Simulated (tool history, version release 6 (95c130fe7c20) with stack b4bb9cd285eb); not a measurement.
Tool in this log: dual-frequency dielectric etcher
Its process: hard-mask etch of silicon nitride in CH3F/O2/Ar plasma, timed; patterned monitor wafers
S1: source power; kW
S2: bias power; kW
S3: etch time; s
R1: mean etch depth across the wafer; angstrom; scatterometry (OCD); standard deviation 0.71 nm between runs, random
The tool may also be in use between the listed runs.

run 1 day=0.000 | S1=0.420 S2=0.092 S3=190 | R1=1544.9
run 2 day=0.154 | S1=0.470 S2=0.092 S3=190 | R1=1641.4
run 3 day=0.275 | S1=0.430 S2=0.090 S3=190 | R1=1556.2
run 4 day=0.500 | S1=0.430 S2=0.090 S3=190 | R1=1557.5
run 5 day=0.800 | S1=0.390 S2=0.090 S3=190 | R1=1483.7
run 6 day=0.979 | S1=0.360 S2=0.089 S3=190 | R1=1439.2
run 7 day=1.125 | S1=0.280 S2=0.079 S3=190 | R1=1188.0

What will run 8 give?
run 8 day=1.312 | S1=0.290 S2=0.079 S3=190 | R1=?

R1: 1207.9 angstrom
